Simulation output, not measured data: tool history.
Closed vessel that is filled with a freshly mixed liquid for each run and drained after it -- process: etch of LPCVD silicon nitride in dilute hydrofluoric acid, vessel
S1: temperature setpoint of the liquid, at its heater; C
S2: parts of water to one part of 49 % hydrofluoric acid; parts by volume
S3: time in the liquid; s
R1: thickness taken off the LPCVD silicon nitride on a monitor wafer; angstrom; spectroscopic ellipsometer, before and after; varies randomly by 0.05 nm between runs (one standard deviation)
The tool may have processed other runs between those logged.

run 1 day=0 | S1=25 S2=200 S3=2640 | R1=89.115
run 2 day=0.354 | S1=25 S2=140 S3=2640 | R1=125.98
run 3 day=0.512 | S1=23.5 S2=150 S3=2640 | R1=108.91
run 4 day=0.8 | S1=22.5 S2=160 S3=2640 | R1=94.931
run 5 day=1.167 | S1=21.5 S2=165 S3=2640 | R1=87.84
-- day=1.479 thermometer replaced
run 6 day=1.479 | S1=21.5 S2=165 S3=2850 | R1=85.456

Run 7 has not been measured yet. What should we expect?
run 7 day=1.633 | S1=21 S2=165 S3=2850 | R1=?

Run 7 came out at R1 82.429 angstrom.

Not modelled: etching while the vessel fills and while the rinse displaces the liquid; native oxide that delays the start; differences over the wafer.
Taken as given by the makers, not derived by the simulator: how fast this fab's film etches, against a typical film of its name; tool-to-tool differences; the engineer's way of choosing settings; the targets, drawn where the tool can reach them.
